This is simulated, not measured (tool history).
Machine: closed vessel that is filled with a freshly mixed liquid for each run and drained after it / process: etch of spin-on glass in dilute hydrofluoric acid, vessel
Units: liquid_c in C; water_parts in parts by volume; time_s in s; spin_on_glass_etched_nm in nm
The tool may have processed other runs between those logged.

{"run": 1, "hour": 0.0, "liquid_c": 20.0, "water_parts": 145, "time_s": 30, "spin_on_glass_etched_nm": 4.9941}
{"run": 2, "hour": 1.1, "liquid_c": 20.0, "water_parts": 100, "time_s": 30, "spin_on_glass_etched_nm": 7.5761}
{"run": 3, "hour": 3.9, "liquid_c": 21.5, "water_parts": 100, "time_s": 30, "spin_on_glass_etched_nm": 7.9862}
{"run": 4, "hour": 9.2, "liquid_c": 24.0, "water_parts": 100, "time_s": 30, "spin_on_glass_etched_nm": 8.955}
{"run": 5, "hour": 17.7, "liquid_c": 22.5, "water_parts": 100, "time_s": 30, "spin_on_glass_etched_nm": 8.3931}
{"run": 6, "hour": 21.6, "liquid_c": 21.5, "water_parts": 105, "time_s": 30, "spin_on_glass_etched_nm": 7.5766}

For run 7, what comes out?
{"run": 7, "hour": 27.8, "liquid_c": 20.5, "water_parts": 105, "time_s": 30, "spin_on_glass_etched_nm": "?"}

Run 7 measured spin_on_glass_etched_nm 7.3065 nm.

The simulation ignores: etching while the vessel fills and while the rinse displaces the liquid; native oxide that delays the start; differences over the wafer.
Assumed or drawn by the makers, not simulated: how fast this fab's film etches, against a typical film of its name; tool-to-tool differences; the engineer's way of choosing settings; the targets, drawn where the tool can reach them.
